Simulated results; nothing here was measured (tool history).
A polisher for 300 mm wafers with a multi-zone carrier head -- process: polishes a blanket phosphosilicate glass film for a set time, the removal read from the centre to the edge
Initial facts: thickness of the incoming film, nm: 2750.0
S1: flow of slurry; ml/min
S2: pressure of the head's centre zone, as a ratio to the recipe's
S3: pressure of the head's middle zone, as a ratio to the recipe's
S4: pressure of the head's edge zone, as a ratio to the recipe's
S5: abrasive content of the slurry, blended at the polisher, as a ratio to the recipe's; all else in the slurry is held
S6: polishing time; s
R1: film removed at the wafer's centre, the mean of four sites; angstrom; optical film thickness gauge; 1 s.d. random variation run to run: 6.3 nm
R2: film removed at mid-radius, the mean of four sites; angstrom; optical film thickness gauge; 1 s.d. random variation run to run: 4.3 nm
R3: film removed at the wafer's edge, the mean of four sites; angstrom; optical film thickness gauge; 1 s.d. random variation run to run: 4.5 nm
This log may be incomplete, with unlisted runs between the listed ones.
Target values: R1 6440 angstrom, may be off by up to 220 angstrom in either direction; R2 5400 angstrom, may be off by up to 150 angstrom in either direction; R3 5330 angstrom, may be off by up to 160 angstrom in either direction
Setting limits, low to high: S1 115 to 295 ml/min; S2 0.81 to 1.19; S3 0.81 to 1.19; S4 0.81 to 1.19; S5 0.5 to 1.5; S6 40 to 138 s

run	hour	S1	S2	S3	S4	S5	S6	R1	R2	R3
1	0	190	1	1	1	1	88	8326.8	8293.8	8114.3
2	7.9	190	1	0.96	1	1	88	8346.4	8119.8	8086.9
3	16.2	235	1	0.96	1	1	88	8416.7	8270.4	8311.4
4	19.1	250	1	0.96	1	1	88	8408.5	8345.7	8353.1
5	23.7	235	1.02	0.93	0.94	0.85	85	7534.2	7077.6	6947.1
6	30.5	235	1.02	0.87	0.94	0.85	85	7537.4	6908.6	7014.1
7	38.6	235	1.02	0.87	0.94	0.85	85	7618.7	6790	7115.2
8	39.8	225	1.03	0.86	0.9	0.75	85	6884.1	6159.8	6369
9	48.4	210	1.06	0.87	0.87	0.7	85	6651.9	5746.7	5700.4
10	50.5	200	1.07	0.87	0.87	0.7	85	6537.2	5755.6	5686.3
11	51.1	190	1.09	0.86	0.87	0.7	85	6494.8	5678.7	5603.2
12	53.7	185	1.11	0.85	0.86	0.7	85	6839.8	5547.3	5662
13	59.6	185	1.11	0.85	0.86	0.7	85	6746.9	5601.5	5628.1
14	61.8	175	1.11	0.85	0.85	0.7	85	6699.9	5535.1	5569.9
15	62.4	170	1.11	0.85	0.84	0.7	85	6531.6	5476.3	5575.6
16	67.7	170	1.12	0.86	0.83	0.7	85	6649.2	5614.1	5467.7
17	74.1	140	1.11	0.84	0.81	0.7	85	6405.6	5214.5	5282.2
18	81.8	140	1.11	0.84	0.81	0.7	85	6362.8	5279.1	5297.9

Pick the move, out of 5, that brings all results within their allowed miss; only one does.
A	89.5	130	1.05	0.88	0.81	0.85	75	?	?	?
B	89.5	200	1.13	0.89	0.89	0.7	79	?	?	?
C	89.5	185	1.12	0.81	0.88	0.65	86	?	?	?
D	89.5	175	1.05	0.82	0.83	0.75	76	?	?	?
E	89.5	145	1.14	0.81	0.84	0.7	84	?	?	?

move	R1	R2	R3
A	6140.1	5452.5	5351.8
B	6605.4	5416.4	5377.5
C	6565.4	5165	5398
D	6094.3	5159.1	5228.2
E	6612.7	5142.3	5334.3
A: meets the target for the result that was furthest off, but another lies outside its allowed miss
B: each result inside its tolerance
C: lands further from the targets than the last run did
D: lands further from the targets than the last run did
E: lands further from the targets than the last run did
Answer: B
